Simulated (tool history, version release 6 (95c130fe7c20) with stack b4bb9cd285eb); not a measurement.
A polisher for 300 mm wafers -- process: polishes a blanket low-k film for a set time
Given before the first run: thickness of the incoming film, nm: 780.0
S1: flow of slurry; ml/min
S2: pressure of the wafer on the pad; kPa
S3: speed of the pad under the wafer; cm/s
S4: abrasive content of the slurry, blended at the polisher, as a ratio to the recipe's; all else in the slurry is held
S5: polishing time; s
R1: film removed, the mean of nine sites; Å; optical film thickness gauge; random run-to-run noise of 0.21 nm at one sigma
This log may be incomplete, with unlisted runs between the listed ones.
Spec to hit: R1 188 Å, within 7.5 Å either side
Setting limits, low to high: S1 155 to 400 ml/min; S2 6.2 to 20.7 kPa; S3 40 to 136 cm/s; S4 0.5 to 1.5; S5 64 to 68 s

Run 1, hour 0: S1 255 ml/min, S2 13.1 kPa, S3 88 cm/s, S4 1, S5 64 s. Result: R1 229.5 Å.
Run 2, hour 6.4: S1 255 ml/min, S2 13.1 kPa, S3 108 cm/s, S4 1, S5 64 s. Result: R1 267.75 Å.
Run 3, hour 8.2: S1 255 ml/min, S2 13.1 kPa, S3 108 cm/s, S4 0.95, S5 64 s. Result: R1 260.31 Å.
Run 4, hour 11: S1 255 ml/min, S2 13.1 kPa, S3 92 cm/s, S4 0.95, S5 64 s. Result: R1 228.25 Å.
Run 5, hour 18.8: S1 195 ml/min, S2 13.1 kPa, S3 92 cm/s, S4 0.95, S5 64 s. Result: R1 222.1 Å.
Run 6, hour 19.5: S1 195 ml/min, S2 12.4 kPa, S3 92 cm/s, S4 0.95, S5 64 s. Result: R1 210.59 Å.
Run 7, hour 23.8: S1 195 ml/min, S2 11.7 kPa, S3 92 cm/s, S4 0.95, S5 64 s. Result: R1 197.53 Å.
Run 8, hour 29.3: S1 195 ml/min, S2 11.7 kPa, S3 92 cm/s, S4 0.95, S5 64 s. Result: R1 200.34 Å.

Which one of the following 4 next-run settings gets every result inside its allowed miss? There is exactly one.
Run A, hour 34.8: S1 155 ml/min, S2 12.4 kPa, S3 86 cm/s, S4 1.05, S5 67 s. Result: R1 ?.
Run B, hour 34.8: S1 250 ml/min, S2 9.7 kPa, S3 128 cm/s, S4 1.05, S5 64 s. Result: R1 ?.
Run C, hour 34.8: S1 155 ml/min, S2 15.2 kPa, S3 102 cm/s, S4 0.6, S5 66 s. Result: R1 ?.
Run D, hour 34.8: S1 195 ml/min, S2 11.7 kPa, S3 86 cm/s, S4 0.95, S5 64 s. Result: R1 ?.

move      R1
   A  205.55
   B  228.38
   C  211.96
   D  185.07
A: further off than the last run
B: further off than the last run
C: further off than the last run
D: all results in spec
D is the move that brings every result within its allowed miss.
